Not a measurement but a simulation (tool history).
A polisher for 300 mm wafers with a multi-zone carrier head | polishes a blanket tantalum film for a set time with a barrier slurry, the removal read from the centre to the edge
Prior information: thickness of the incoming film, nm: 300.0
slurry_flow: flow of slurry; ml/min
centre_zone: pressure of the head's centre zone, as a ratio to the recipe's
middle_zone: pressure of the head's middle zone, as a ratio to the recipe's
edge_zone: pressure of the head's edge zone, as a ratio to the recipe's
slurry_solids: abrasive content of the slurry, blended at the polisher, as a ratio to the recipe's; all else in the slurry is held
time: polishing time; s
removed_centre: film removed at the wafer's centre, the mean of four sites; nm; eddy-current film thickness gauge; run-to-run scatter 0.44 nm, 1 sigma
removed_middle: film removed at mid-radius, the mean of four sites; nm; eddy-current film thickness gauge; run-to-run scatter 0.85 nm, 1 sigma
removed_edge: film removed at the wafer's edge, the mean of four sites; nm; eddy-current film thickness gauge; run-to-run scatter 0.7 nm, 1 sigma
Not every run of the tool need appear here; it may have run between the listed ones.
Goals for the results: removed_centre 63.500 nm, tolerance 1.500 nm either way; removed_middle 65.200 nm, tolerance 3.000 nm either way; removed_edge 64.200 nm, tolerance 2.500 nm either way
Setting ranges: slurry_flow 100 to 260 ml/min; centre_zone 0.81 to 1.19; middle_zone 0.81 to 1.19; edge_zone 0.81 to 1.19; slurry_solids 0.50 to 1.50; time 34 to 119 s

run	day	slurry_flow	centre_zone	middle_zone	edge_zone	slurry_solids	time	removed_centre	removed_middle	removed_edge
1	0.000	165	1.00	1.00	1.00	1.00	76	91.845	92.377	94.938
2	0.079	165	1.00	1.06	1.00	1.00	76	92.124	95.422	95.780
3	0.150	165	0.99	1.05	0.98	0.95	75	88.311	92.080	92.306
4	0.179	165	0.99	1.05	0.96	0.90	74	84.969	89.432	86.265
5	0.500	165	0.99	1.05	1.04	0.90	74	85.180	90.614	92.224
6	0.688	165	0.99	1.05	1.04	0.90	64	73.806	75.487	77.962
7	0.979	165	0.99	1.05	1.04	0.90	64	73.657	77.828	78.900
8	1.242	160	0.99	1.04	1.02	0.90	64	72.414	78.054	75.668
9	1.262	160	0.99	1.02	1.02	0.90	64	72.930	74.420	77.569
10	1.417	155	0.99	1.02	1.00	0.90	64	73.647	74.679	76.290
11	1.650	120	0.91	0.96	0.90	0.65	63	52.701	55.548	58.776
12	1.804	130	0.91	0.96	0.90	0.65	63	53.980	58.137	59.456
13	2.083	135	0.91	0.96	0.90	0.65	63	54.417	57.078	59.683
14	2.158	145	0.91	0.96	0.90	0.65	63	55.603	58.365	60.270
15	2.317	150	0.91	0.96	0.90	0.65	63	56.102	60.198	61.332
16	2.508	155	0.91	0.96	0.90	0.65	63	56.828	58.878	61.076
17	2.617	160	0.91	0.96	0.90	0.65	63	56.789	60.540	61.244
18	2.838	165	0.91	0.96	0.90	0.65	63	57.231	62.293	62.862

Pick the move, out of 5, that brings all results within their allowed miss; only one does.
A	3.058	180	0.96	0.99	0.88	0.70	63	?	?	?
B	3.058	150	0.91	0.92	0.97	0.85	63	?	?	?
C	3.058	165	0.90	0.98	0.86	0.70	64	?	?	?
D	3.058	185	0.82	0.97	0.92	0.55	80	?	?	?
E	3.058	220	0.81	1.00	0.84	0.85	63	?	?	?

move	removed_centre	removed_middle	removed_edge
A	63.620	64.875	64.099
B	63.417	64.497	71.523
C	59.487	64.335	63.731
D	59.854	70.354	71.998
E	60.766	73.973	70.389
A: meets every target
B: the furthest-off result lands on target, but another misses its tolerance
C: better than the last run, though not everything is in spec
D: better than the last run, though not everything is in spec
E: better than the last run, though not everything is in spec
So the answer is move A, the one that meets all the targets.
